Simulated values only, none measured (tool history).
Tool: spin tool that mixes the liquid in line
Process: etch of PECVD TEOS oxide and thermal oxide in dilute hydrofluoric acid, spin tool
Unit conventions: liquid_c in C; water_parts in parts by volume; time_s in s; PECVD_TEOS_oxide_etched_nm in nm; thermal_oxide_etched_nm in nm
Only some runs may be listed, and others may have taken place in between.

Run 1, day 0.000: liquid_c 21.0 C, water_parts 140 parts by volume, time_s 145 s. Result: PECVD_TEOS_oxide_etched_nm 24.0530 nm, thermal_oxide_etched_nm 4.3735 nm.
Run 2, day 0.312: liquid_c 20.0 C, water_parts 170 parts by volume, time_s 135 s. Result: PECVD_TEOS_oxide_etched_nm 17.2500 nm, thermal_oxide_etched_nm 3.1487 nm.
Run 3, day 0.633: liquid_c 19.0 C, water_parts 190 parts by volume, time_s 120 s. Result: PECVD_TEOS_oxide_etched_nm 12.9500 nm, thermal_oxide_etched_nm 2.3399 nm.
Run 4, day 0.967: liquid_c 18.5 C, water_parts 205 parts by volume, time_s 110 s. Result: PECVD_TEOS_oxide_etched_nm 10.6600 nm, thermal_oxide_etched_nm 1.9280 nm.
Run 5, day 1.292: liquid_c 17.0 C, water_parts 205 parts by volume, time_s 110 s. Result: PECVD_TEOS_oxide_etched_nm 10.0490 nm, thermal_oxide_etched_nm 1.8392 nm.
Run 6, day 1.588: liquid_c 17.0 C, water_parts 245 parts by volume, time_s 110 s. Result: PECVD_TEOS_oxide_etched_nm 8.1096 nm, thermal_oxide_etched_nm 1.4882 nm.
Run 7, day 1.717: liquid_c 17.0 C, water_parts 245 parts by volume, time_s 110 s. Result: PECVD_TEOS_oxide_etched_nm 8.1760 nm, thermal_oxide_etched_nm 1.4711 nm.
Run 8, day 2.050: liquid_c 17.0 C, water_parts 245 parts by volume, time_s 100 s. Result: PECVD_TEOS_oxide_etched_nm 7.4495 nm, thermal_oxide_etched_nm 1.3375 nm.
Run 9, day 2.200: liquid_c 17.0 C, water_parts 245 parts by volume, time_s 95 s. Result: PECVD_TEOS_oxide_etched_nm 7.0631 nm, thermal_oxide_etched_nm 1.2638 nm.

Estimate the outcome of run 10 from the log above:
Run 10, day 2.292: liquid_c 17.0 C, water_parts 245 parts by volume, time_s 90 s. Result: PECVD_TEOS_oxide_etched_nm ?, thermal_oxide_etched_nm ?.

Logged for run 10: PECVD_TEOS_oxide_etched_nm 6.7511 nm, thermal_oxide_etched_nm 1.2013 nm.
